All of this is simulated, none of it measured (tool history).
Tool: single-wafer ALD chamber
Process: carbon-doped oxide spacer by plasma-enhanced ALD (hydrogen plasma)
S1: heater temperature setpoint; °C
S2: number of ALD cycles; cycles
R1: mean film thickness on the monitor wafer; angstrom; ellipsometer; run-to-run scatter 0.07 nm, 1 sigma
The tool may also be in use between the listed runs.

run 1 hour=0 | S1=405 S2=625 | R1=315.37
run 2 hour=5.1 | S1=405 S2=691 | R1=350.95
run 3 hour=15.2 | S1=414 S2=691 | R1=339.27
run 4 hour=20 | S1=405 S2=691 | R1=349.77
run 5 hour=23.5 | S1=400 S2=691 | R1=349.37
run 6 hour=29.1 | S1=405 S2=691 | R1=348.66
run 7 hour=34.6 | S1=406 S2=653 | R1=330.15

Run 8 has not been measured yet. What should we expect?
run 8 hour=42.7 | S1=407 S2=619 | R1=?

{"run 8": {"R1": 310.87}}
